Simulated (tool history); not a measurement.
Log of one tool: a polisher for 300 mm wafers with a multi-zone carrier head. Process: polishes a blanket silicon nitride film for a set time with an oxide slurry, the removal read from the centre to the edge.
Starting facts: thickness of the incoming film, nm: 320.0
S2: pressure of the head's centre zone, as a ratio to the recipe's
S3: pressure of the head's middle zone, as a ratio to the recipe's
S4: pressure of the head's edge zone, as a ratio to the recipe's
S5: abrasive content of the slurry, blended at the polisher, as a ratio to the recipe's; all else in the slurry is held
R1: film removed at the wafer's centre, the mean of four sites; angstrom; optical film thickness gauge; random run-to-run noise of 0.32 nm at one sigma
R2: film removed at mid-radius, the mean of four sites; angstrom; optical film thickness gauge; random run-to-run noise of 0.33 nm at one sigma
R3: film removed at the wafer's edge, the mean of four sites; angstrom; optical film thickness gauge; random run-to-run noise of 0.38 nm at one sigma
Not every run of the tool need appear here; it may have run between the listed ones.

run 1 day=0 | flow_of_slurry_(ml/min)=200 S2=1 S3=1 S4=1 S5=1 polishing_time_(s)=42 | R1=212.41 R2=204.81 R3=208.43
run 2 day=0.142 | flow_of_slurry_(ml/min)=170 S2=1 S3=1 S4=1 S5=1 polishing_time_(s)=42 | R1=207.18 R2=192.38 R3=206.46
run 3 day=0.254 | flow_of_slurry_(ml/min)=165 S2=0.99 S3=1.01 S4=1.02 S5=1.05 polishing_time_(s)=43 | R1=207.08 R2=209.87 R3=213.73
run 4 day=0.312 | flow_of_slurry_(ml/min)=165 S2=0.92 S3=1.01 S4=1.02 S5=1.05 polishing_time_(s)=43 | R1=195.6 R2=204.27 R3=216
run 5 day=0.429 | flow_of_slurry_(ml/min)=165 S2=0.92 S3=0.99 S4=1.03 S5=1.1 polishing_time_(s)=44 | R1=196.88 R2=208.08 R3=222.79
run 6 day=0.788 | flow_of_slurry_(ml/min)=165 S2=0.99 S3=0.99 S4=1.03 S5=1.1 polishing_time_(s)=44 | R1=217.52 R2=209.92 R3=224.84

For run 7, what comes out?
run 7 day=0.988 | flow_of_slurry_(ml/min)=170 S2=0.94 S3=0.98 S4=1.13 S5=1.35 polishing_time_(s)=53 | R1=? R2=? R3=?

{"run 7": {"R1": 268.84, "R2": 274.26, "R3": 300.07}}
